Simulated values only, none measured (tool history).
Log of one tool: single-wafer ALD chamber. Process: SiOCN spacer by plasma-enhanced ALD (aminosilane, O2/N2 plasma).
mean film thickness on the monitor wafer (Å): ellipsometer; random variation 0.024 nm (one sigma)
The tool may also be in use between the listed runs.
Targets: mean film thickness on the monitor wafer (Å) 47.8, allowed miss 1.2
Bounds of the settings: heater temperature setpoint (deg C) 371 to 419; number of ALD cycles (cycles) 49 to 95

run  hour  heater temperature setpoint (deg C)  number of ALD cycles (cycles)  mean film thickness on the monitor wafer (Å)
  1     0                                  395                             72                                        42.497
  2   1.8                                  390                             72                                        42.461
  3   5.3                                  390                             73                                        43.039
  4     8                                  384                             73                                        42.941
  5  14.9                                  384                             74                                        43.731
  6  17.4                                  384                             75                                        44.232
  7  25.8                                  384                             76                                        44.677
  8  28.8                                  384                             77                                        45.117
  9  35.9                                  384                             78                                        46.351

Which of these 4 next moves meets every target?
  A    43                                  382                             75                                             ?
  B    43                                  385                             80                                             ?
  C    43                                  388                             76                                             ?
  D    43                                  383                             76                                             ?

move  mean film thickness on the monitor wafer (Å)
   A                                        44.318
   B                                        47.272
   C                                        44.908
   D                                        44.908
A: further off than the last run
B: meets every target
C: further off than the last run
D: further off than the last run
Move B is the one to make.
